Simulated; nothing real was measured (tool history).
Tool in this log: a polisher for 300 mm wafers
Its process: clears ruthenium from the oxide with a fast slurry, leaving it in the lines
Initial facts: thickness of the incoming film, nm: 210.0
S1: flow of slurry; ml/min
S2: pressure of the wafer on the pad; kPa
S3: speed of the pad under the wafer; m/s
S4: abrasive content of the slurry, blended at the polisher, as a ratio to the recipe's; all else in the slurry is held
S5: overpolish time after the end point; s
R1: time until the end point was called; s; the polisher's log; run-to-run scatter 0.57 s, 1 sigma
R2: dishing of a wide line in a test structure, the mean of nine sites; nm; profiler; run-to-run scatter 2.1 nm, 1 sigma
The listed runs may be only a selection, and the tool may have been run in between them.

{"run": 1, "hour": 0.0, "S1": 155, "S2": 22.1, "S3": 0.88, "S4": 1, "S5": 27, "R1": 65.418, "R2": 63.871}
{"run": 2, "hour": 8.0, "S1": 155, "S2": 22.1, "S3": 0.88, "S4": 0.8, "S5": 27, "R1": 71.574, "R2": 57.956}
{"run": 3, "hour": 16.4, "S1": 155, "S2": 22.1, "S3": 0.88, "S4": 0.8, "S5": 19, "R1": 71.481, "R2": 43.554}
{"run": 4, "hour": 18.5, "S1": 155, "S2": 22.1, "S3": 0.8, "S4": 0.8, "S5": 19, "R1": 78.911, "R2": 41.29}
{"run": 5, "hour": 21.9, "S1": 155, "S2": 24.1, "S3": 0.8, "S4": 0.85, "S5": 24, "R1": 72.492, "R2": 52.716}
{"run": 6, "hour": 22.7, "S1": 155, "S2": 29, "S3": 0.8, "S4": 0.85, "S5": 24, "R1": 61.638, "R2": 59.635}
{"hour": 30.8, "done": "head pressure recalibrated"}
{"run": 7, "hour": 30.8, "S1": 150, "S2": 29.6, "S3": 0.82, "S4": 0.85, "S5": 28, "R1": 56.182, "R2": 73.869}
{"run": 8, "hour": 33.4, "S1": 150, "S2": 29.6, "S3": 0.82, "S4": 0.85, "S5": 31, "R1": 56.405, "R2": 79.509}
{"run": 9, "hour": 41.4, "S1": 150, "S2": 29.6, "S3": 0.82, "S4": 0.85, "S5": 31, "R1": 57.493, "R2": 77.82}

Estimate the outcome of run 10 from the log above:
{"run": 10, "hour": 49.8, "S1": 150, "S2": 30.3, "S3": 0.82, "S4": 0.85, "S5": 34, "R1": "?", "R2": "?"}

Run 10 measured R1 55.737 s, R2 86.915 nm.
